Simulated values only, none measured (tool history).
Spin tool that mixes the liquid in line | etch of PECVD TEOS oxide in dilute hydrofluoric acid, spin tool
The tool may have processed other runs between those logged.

| run | day | temperature setpoint of the liquid (°C) | parts of water to one part of 49 % hydrofluoric acid (parts by volume) | time under the liquid (s) | thickness taken off the PECVD TEOS oxide on a monitor wafer (angstrom) |
|---|---|---|---|---|---|
| 1 | 0.000 | 23.0 | 90 | 25 | 30.953 |
| 2 | 0.117 | 23.0 | 90 | 25 | 30.516 |
| 3 | 0.233 | 24.0 | 90 | 25 | 31.445 |
| 4 | 0.283 | 24.0 | 65 | 25 | 45.609 |
| 5 | 0.438 | 22.5 | 65 | 25 | 42.270 |
| 6 | 0.554 | 23.0 | 65 | 25 | 43.789 |
| 7 | 0.675 | 23.5 | 65 | 25 | 44.789 |

Forecast run 8:
| 8 | 0.983 | 24.5 | 65 | 25 | ? |

thickness taken off the PECVD TEOS oxide on a monitor wafer (angstrom): 46.250
